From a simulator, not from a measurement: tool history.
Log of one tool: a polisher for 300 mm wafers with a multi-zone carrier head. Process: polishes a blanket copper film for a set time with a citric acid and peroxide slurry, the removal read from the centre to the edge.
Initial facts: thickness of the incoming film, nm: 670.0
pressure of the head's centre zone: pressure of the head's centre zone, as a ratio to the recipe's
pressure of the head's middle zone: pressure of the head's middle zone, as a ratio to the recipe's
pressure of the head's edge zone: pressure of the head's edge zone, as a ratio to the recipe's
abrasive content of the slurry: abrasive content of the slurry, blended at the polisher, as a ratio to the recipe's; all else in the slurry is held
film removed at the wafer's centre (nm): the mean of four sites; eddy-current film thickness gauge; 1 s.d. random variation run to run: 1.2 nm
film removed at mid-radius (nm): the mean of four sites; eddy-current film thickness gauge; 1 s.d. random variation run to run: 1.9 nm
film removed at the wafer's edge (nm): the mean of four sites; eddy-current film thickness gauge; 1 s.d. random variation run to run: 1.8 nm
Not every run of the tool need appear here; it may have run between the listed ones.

run	hour	flow of slurry (ml/min)	pressure of the head's centre zone	pressure of the head's middle zone	pressure of the head's edge zone	abrasive content of the slurry	polishing time (s)	film removed at the wafer's centre (nm)	film removed at mid-radius (nm)	film removed at the wafer's edge (nm)
1	0.0	175	1.00	1.00	1.00	1.00	83	195.84	194.27	190.00
2	4.5	175	1.00	1.00	1.00	1.15	83	202.80	193.81	197.62
3	7.4	175	0.92	1.00	1.00	1.15	83	189.26	196.62	196.41
4	14.1	160	0.91	0.94	0.98	1.10	82	178.87	175.88	189.29
5	21.5	160	0.91	0.94	1.02	1.10	82	177.82	179.73	189.99
6	22.1	155	0.90	0.91	0.99	1.00	82	170.76	174.73	182.09

What does the tool deliver on the next run?
7	26.8	145	0.90	0.88	0.98	1.00	81	?	?	?

Logged for run 7: film removed at the wafer's centre (nm) 168.00, film removed at mid-radius (nm) 163.60, film removed at the wafer's edge (nm) 176.10.
